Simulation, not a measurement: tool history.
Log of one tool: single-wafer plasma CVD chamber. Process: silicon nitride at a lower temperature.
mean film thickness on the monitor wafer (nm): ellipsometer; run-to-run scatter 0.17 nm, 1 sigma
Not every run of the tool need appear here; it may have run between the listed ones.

run	hour	heater temperature setpoint (K)	chamber pressure (Pa)	RF power (kW)	deposition time (s)	mean film thickness on the monitor wafer (nm)
1	0	633.15	240	0.295	28.4	35.846
2	2.4	633.15	231	0.29	28.4	34.977
3	7.3	633.15	221	0.285	28.4	33.985
4	12.7	633.15	239	0.285	28.4	35.031
5	19	624.15	239	0.285	28.4	34.833
6	25.5	624.15	228	0.28	28.4	34.059
7	33.9	624.15	219	0.28	28.4	33.756
8	39.4	624.15	211	0.275	28.4	32.652
9	47.6	624.15	205	0.275	28.4	32.668
10	53.8	624.15	200	0.275	28.4	32.466
11	61.5	624.15	195	0.275	28.4	31.942
12	63.3	624.15	191	0.275	28.4	31.985
13	70.7	624.15	187	0.275	28.4	31.437

Run 14 comes next. What will it give?
14	76.7	624.15	184	0.275	28.4	?

mean film thickness on the monitor wafer (nm): 31.84
